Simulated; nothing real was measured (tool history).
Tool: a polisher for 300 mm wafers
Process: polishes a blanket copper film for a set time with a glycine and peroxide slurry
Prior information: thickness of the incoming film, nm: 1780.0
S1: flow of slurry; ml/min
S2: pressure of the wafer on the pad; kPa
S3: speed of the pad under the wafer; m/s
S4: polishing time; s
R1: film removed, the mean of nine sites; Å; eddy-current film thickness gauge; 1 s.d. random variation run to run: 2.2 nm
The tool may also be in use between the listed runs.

| run | hour | S1 | S2 | S3 | S4 | R1 |
|---|---|---|---|---|---|---|
| 1 | 0 | 170 | 11.7 | 1.22 | 76 | 2836.5 |
| 2 | 7.3 | 170 | 11 | 1.2 | 76 | 2707.8 |
| 3 | 9.9 | 170 | 11 | 1.04 | 76 | 2429.2 |
| 4 | 12.3 | 155 | 11 | 1.04 | 76 | 2351.7 |
| 5 | 14.9 | 155 | 9.7 | 1.04 | 76 | 2189.3 |
| 6 | 20.8 | 155 | 9 | 1.04 | 76 | 2047.5 |

Run 7 comes next. What will it give?
| 7 | 27.4 | 155 | 9 | 1.04 | 76 | ? |

R1: 2020.1 Å

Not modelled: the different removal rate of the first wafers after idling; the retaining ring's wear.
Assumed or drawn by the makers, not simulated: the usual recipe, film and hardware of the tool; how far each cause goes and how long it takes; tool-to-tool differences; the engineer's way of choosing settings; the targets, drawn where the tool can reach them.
